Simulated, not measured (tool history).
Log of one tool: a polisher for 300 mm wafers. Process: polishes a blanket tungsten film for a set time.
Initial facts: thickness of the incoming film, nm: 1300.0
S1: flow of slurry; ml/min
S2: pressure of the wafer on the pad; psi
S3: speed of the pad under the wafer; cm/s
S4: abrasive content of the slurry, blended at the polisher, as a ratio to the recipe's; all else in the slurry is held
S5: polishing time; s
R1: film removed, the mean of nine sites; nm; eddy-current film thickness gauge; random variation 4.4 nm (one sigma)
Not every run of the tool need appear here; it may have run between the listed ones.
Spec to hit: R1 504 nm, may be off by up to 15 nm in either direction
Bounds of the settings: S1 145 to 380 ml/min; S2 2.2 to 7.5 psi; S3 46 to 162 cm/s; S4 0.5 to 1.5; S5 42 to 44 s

run,hour,S1,S2,S3,S4,S5,R1
1,0,245,4.8,104,1,42,298.09
2,1,245,5.2,104,1,42,309.55
3,7.7,245,5.6,106,1,42,334.21
4,12.7,245,5.6,106,0.9,42,328.33
5,20.4,245,5.6,106,1.1,42,338.09
6,22.7,245,6,108,1.1,42,366.65
7,27,245,6.3,110,1.1,42,385.03
8,27.5,245,6.5,112,1.1,42,401.66
9,34.7,255,7.5,116,1.1,42,464.54
10,36.5,255,7.5,118,1.1,42,468.95
11,40,255,7.5,120,1.1,42,471.53
12,42.5,255,7.5,122,1.1,42,486.07

Next run, 4 choices. One meets every target within its allowed miss, the rest don't. Which?
A,45,245,7.5,126,0.9,44,?
B,45,255,7.5,138,0.95,42,?
C,45,225,6.8,132,1.15,42,?
D,45,300,7.3,112,1.2,43,?

move,R1
A,506.55
B,531.46
C,480.22
D,465.21
A: in spec on every target
B: takes the biggest miss from the last run beyond its target
C: its largest miss is bigger than the last run's
D: its largest miss is bigger than the last run's
Answer: A
